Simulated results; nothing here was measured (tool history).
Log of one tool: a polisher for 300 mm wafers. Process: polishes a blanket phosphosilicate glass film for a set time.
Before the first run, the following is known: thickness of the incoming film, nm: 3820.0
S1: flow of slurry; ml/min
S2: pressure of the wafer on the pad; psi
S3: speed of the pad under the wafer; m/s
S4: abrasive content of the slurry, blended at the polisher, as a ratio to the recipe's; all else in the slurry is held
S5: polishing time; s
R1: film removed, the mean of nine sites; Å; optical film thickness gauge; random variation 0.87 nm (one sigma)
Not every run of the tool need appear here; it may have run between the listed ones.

Run 1, day 0: S1 180 ml/min, S2 2.2 psi, S3 0.98 m/s, S4 1, S5 25 s. Result: R1 1191.5 Å.
Run 2, day 0.183: S1 170 ml/min, S2 2.1 psi, S3 0.98 m/s, S4 1, S5 25 s. Result: R1 1143.3 Å.
Run 3, day 0.529: S1 170 ml/min, S2 2 psi, S3 0.98 m/s, S4 1, S5 25 s. Result: R1 1087.1 Å.
Run 4, day 0.679: S1 170 ml/min, S2 2 psi, S3 0.98 m/s, S4 1, S5 25 s. Result: R1 1114.6 Å.
Run 5, day 0.829: S1 170 ml/min, S2 2 psi, S3 0.98 m/s, S4 0.8, S5 25 s. Result: R1 929.58 Å.
Run 6, day 1.058: S1 170 ml/min, S2 1.7 psi, S3 0.98 m/s, S4 0.8, S5 25 s. Result: R1 803.18 Å.
Run 7, day 1.279: S1 170 ml/min, S2 1.8 psi, S3 0.98 m/s, S4 0.8, S5 25 s. Result: R1 829.39 Å.
Run 8, day 1.329: S1 170 ml/min, S2 1.9 psi, S3 0.98 m/s, S4 0.8, S5 25 s. Result: R1 886.88 Å.
Run 9, day 1.442: S1 170 ml/min, S2 1.9 psi, S3 0.98 m/s, S4 0.8, S5 25 s. Result: R1 898.03 Å.
Run 10, day 1.533: S1 170 ml/min, S2 2.1 psi, S3 0.98 m/s, S4 0.8, S5 25 s. Result: R1 984.42 Å.

What will run 11 give?
Run 11, day 1.888: S1 170 ml/min, S2 2.1 psi, S3 0.98 m/s, S4 0.8, S5 25 s. Result: R1 ?.

R1: 998.76 Å

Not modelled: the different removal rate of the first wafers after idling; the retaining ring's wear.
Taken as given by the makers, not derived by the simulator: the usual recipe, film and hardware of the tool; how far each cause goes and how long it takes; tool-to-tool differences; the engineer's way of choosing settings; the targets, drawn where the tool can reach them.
